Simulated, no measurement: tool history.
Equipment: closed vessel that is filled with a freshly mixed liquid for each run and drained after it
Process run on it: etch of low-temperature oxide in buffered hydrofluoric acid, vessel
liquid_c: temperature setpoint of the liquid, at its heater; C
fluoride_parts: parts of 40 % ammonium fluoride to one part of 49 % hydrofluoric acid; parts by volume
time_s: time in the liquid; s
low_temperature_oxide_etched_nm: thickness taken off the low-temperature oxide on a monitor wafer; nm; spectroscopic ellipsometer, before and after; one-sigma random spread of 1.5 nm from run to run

run  hour  liquid_c  fluoride_parts  time_s  low_temperature_oxide_etched_nm
  1   0.0      23.0             7.5      95                           324.96
  2   0.8      23.0             8.5      95                           285.91
  3   2.6      25.0             8.5      95                           320.38
  4   7.4      26.5             8.5      95                           344.23
     12.7  -- hydrofluoric acid flow meter replaced
  5  12.7      26.5             8.5     105                           343.01
  6  14.9      24.0             9.0     105                           284.23
  7  18.2      22.5             9.0     105                           260.89

Run 8, settings as shown, results not yet in. Your forecast:
  8  26.8      21.5             9.0     105                                ?

Run 8 gave low_temperature_oxide_etched_nm 248.42 nm.
